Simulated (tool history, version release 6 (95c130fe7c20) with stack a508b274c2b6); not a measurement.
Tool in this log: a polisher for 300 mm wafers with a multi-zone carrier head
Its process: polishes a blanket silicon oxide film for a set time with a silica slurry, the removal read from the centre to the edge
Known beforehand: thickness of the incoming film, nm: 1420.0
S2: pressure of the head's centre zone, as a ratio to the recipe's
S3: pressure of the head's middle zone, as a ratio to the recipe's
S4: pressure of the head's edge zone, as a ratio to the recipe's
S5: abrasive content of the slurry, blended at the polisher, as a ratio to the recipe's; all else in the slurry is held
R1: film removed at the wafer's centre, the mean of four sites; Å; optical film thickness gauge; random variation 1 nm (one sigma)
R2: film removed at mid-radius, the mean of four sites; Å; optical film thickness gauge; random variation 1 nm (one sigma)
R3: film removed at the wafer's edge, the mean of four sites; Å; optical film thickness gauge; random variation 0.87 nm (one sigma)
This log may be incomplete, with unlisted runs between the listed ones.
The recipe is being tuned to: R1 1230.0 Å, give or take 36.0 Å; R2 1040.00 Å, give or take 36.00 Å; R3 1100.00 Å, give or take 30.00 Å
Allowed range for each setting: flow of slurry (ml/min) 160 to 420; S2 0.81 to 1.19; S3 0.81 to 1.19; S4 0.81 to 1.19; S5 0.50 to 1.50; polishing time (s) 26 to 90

Run 1, hour 0.0: flow of slurry (ml/min) 270, S2 1.00, S3 1.00, S4 1.00, S5 1.00, polishing time (s) 58. Result: R1 2212.5 Å, R2 2174.10 Å, R3 2166.50 Å.
Run 2, hour 6.1: flow of slurry (ml/min) 225, S2 1.00, S3 1.00, S4 1.00, S5 1.00, polishing time (s) 58. Result: R1 2112.5 Å, R2 2100.30 Å, R3 2079.90 Å.
Run 3, hour 11.1: flow of slurry (ml/min) 215, S2 1.01, S3 0.96, S4 0.96, S5 0.85, polishing time (s) 53. Result: R1 1841.9 Å, R2 1706.20 Å, R3 1761.90 Å.
Run 4, hour 12.0: flow of slurry (ml/min) 210, S2 1.01, S3 0.95, S4 0.93, S5 0.75, polishing time (s) 49. Result: R1 1573.2 Å, R2 1504.90 Å, R3 1516.50 Å.
Run 5, hour 20.6: flow of slurry (ml/min) 250, S2 1.01, S3 0.95, S4 0.93, S5 0.75, polishing time (s) 49. Result: R1 1649.5 Å, R2 1505.30 Å, R3 1550.70 Å.
Run 6, hour 22.5: flow of slurry (ml/min) 250, S2 0.93, S3 0.95, S4 0.93, S5 0.75, polishing time (s) 49. Result: R1 1492.0 Å, R2 1521.90 Å, R3 1551.90 Å.
Run 7, hour 25.6: flow of slurry (ml/min) 250, S2 0.93, S3 0.95, S4 0.93, S5 0.75, polishing time (s) 49. Result: R1 1491.4 Å, R2 1492.70 Å, R3 1527.10 Å.
Run 8, hour 29.6: flow of slurry (ml/min) 250, S2 1.02, S3 0.85, S4 0.83, S5 0.50, polishing time (s) 38. Result: R1 1030.7 Å, R2 874.50 Å, R3 920.59 Å.
Run 9, hour 35.3: flow of slurry (ml/min) 265, S2 1.04, S3 0.87, S4 0.87, S5 0.50, polishing time (s) 38. Result: R1 1060.7 Å, R2 888.72 Å, R3 951.94 Å.
Run 10, hour 44.2: flow of slurry (ml/min) 330, S2 1.13, S3 0.97, S4 0.97, S5 0.60, polishing time (s) 38. Result: R1 1300.1 Å, R2 1104.50 Å, R3 1106.10 Å.
Run 11, hour 51.1: flow of slurry (ml/min) 330, S2 1.12, S3 0.96, S4 0.97, S5 0.60, polishing time (s) 38. Result: R1 1308.4 Å, R2 1095.00 Å, R3 1104.10 Å.
Run 12, hour 58.2: flow of slurry (ml/min) 325, S2 1.11, S3 0.95, S4 0.97, S5 0.60, polishing time (s) 38. Result: R1 1276.4 Å, R2 1100.70 Å, R3 1103.70 Å.
Run 13, hour 61.7: flow of slurry (ml/min) 320, S2 1.11, S3 0.93, S4 0.98, S5 0.60, polishing time (s) 38. Result: R1 1268.8 Å, R2 1069.10 Å, R3 1098.20 Å.

Below are 4 possible settings for the next run. Only one of them brings all results inside the allowed miss of their targets. Which is it?
Run A, hour 65.2: flow of slurry (ml/min) 310, S2 1.16, S3 0.96, S4 0.97, S5 0.50, polishing time (s) 42. Result: R1 ?, R2 ?, R3 ?.
Run B, hour 65.2: flow of slurry (ml/min) 315, S2 1.16, S3 0.98, S4 0.92, S5 0.65, polishing time (s) 36. Result: R1 ?, R2 ?, R3 ?.
Run C, hour 65.2: flow of slurry (ml/min) 345, S2 1.03, S3 0.92, S4 1.05, S5 0.50, polishing time (s) 41. Result: R1 ?, R2 ?, R3 ?.
Run D, hour 65.2: flow of slurry (ml/min) 300, S2 1.06, S3 0.90, S4 0.94, S5 0.55, polishing time (s) 40. Result: R1 ?, R2 ?, R3 ?.

move      R1       R2       R3
   A  1343.2  1108.10  1102.50
   B  1330.9  1116.90  1073.00
   C  1176.0  1055.20  1114.60
   D  1227.1  1051.80  1094.40
A: moves away from the targets compared with the last run
B: moves away from the targets compared with the last run
C: takes the biggest miss from the last run beyond its target
D: each result inside its tolerance
Answer: D

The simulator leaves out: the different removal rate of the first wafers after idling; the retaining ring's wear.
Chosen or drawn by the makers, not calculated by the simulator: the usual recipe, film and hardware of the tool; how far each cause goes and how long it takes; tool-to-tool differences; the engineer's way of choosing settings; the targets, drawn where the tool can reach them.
